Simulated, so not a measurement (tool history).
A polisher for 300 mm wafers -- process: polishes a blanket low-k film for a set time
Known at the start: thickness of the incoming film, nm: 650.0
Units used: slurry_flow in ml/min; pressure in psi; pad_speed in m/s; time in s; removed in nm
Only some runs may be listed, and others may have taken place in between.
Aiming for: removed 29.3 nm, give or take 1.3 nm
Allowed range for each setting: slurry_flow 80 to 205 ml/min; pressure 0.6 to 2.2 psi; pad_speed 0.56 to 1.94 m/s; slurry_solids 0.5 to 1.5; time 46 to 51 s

run 1 hour=0 | slurry_flow=135 pressure=1.4 pad_speed=1.24 slurry_solids=1 time=51 | removed=13.072
run 2 hour=8.1 | slurry_flow=135 pressure=1.4 pad_speed=1.24 slurry_solids=1.1 time=51 | removed=13.77
run 3 hour=10.6 | slurry_flow=165 pressure=1.4 pad_speed=1.24 slurry_solids=1.1 time=51 | removed=13.938
run 4 hour=12.9 | slurry_flow=165 pressure=1.7 pad_speed=1.24 slurry_solids=1.1 time=51 | removed=16.49
run 5 hour=19.1 | slurry_flow=165 pressure=1.8 pad_speed=1.32 slurry_solids=1.1 time=51 | removed=17.76
run 6 hour=21.9 | slurry_flow=165 pressure=1.8 pad_speed=1.32 slurry_solids=1.1 time=51 | removed=18.565
run 7 hour=27.3 | slurry_flow=165 pressure=1.9 pad_speed=1.38 slurry_solids=1.1 time=51 | removed=19.56
run 8 hour=33.2 | slurry_flow=165 pressure=2 pad_speed=1.46 slurry_solids=1.1 time=51 | removed=21.657
run 9 hour=33.8 | slurry_flow=165 pressure=2 pad_speed=1.52 slurry_solids=1.1 time=51 | removed=22.082
run 10 hour=36.2 | slurry_flow=165 pressure=2 pad_speed=1.58 slurry_solids=1.1 time=51 | removed=22.608
run 11 hour=39.3 | slurry_flow=165 pressure=2 pad_speed=1.64 slurry_solids=1.1 time=51 | removed=23.15
run 12 hour=43.1 | slurry_flow=165 pressure=2 pad_speed=1.68 slurry_solids=1.1 time=51 | removed=23.183
run 13 hour=48.1 | slurry_flow=165 pressure=2 pad_speed=1.72 slurry_solids=1.1 time=51 | removed=24.083
run 14 hour=52.3 | slurry_flow=165 pressure=2 pad_speed=1.72 slurry_solids=1.1 time=51 | removed=23.542
run 15 hour=59.2 | slurry_flow=165 pressure=2 pad_speed=1.76 slurry_solids=1.1 time=51 | removed=24.077
run 16 hour=62.6 | slurry_flow=170 pressure=2.2 pad_speed=1.84 slurry_solids=1.1 time=51 | removed=26.823
-- hour=65.6 conditioning disc replaced and pad reconditioned
run 17 hour=65.6 | slurry_flow=170 pressure=2.2 pad_speed=1.86 slurry_solids=1.1 time=51 | removed=34.191
run 18 hour=69.4 | slurry_flow=165 pressure=2.2 pad_speed=1.86 slurry_solids=1.1 time=51 | removed=34.33
run 19 hour=72.4 | slurry_flow=165 pressure=2.2 pad_speed=1.86 slurry_solids=1.1 time=51 | removed=34.746
run 20 hour=74.1 | slurry_flow=170 pressure=2.2 pad_speed=1.86 slurry_solids=1.1 time=51 | removed=34.784

Next run, 5 choices. One meets every target within its allowed miss, the rest don't. Which?
run A hour=75.8 | slurry_flow=140 pressure=2.2 pad_speed=1.76 slurry_solids=1.25 time=50 | removed=?
run B hour=75.8 | slurry_flow=155 pressure=2.2 pad_speed=1.94 slurry_solids=1 time=51 | removed=?
run C hour=75.8 | slurry_flow=175 pressure=2.1 pad_speed=1.78 slurry_solids=1.15 time=49 | removed=?
run D hour=75.8 | slurry_flow=170 pressure=2 pad_speed=1.9 slurry_solids=1.15 time=51 | removed=?
run E hour=75.8 | slurry_flow=140 pressure=2.1 pad_speed=1.84 slurry_solids=1.2 time=46 | removed=?

move=A removed=33.414
move=B removed=34.267
move=C removed=31.82
move=D removed=33.138
move=E removed=29.972
A: closer than the last run, but not yet in spec
B: closer than the last run, but not yet in spec
C: closer than the last run, but not yet in spec
D: closer than the last run, but not yet in spec
E: in spec on every target
E is the move that brings every result within its allowed miss.
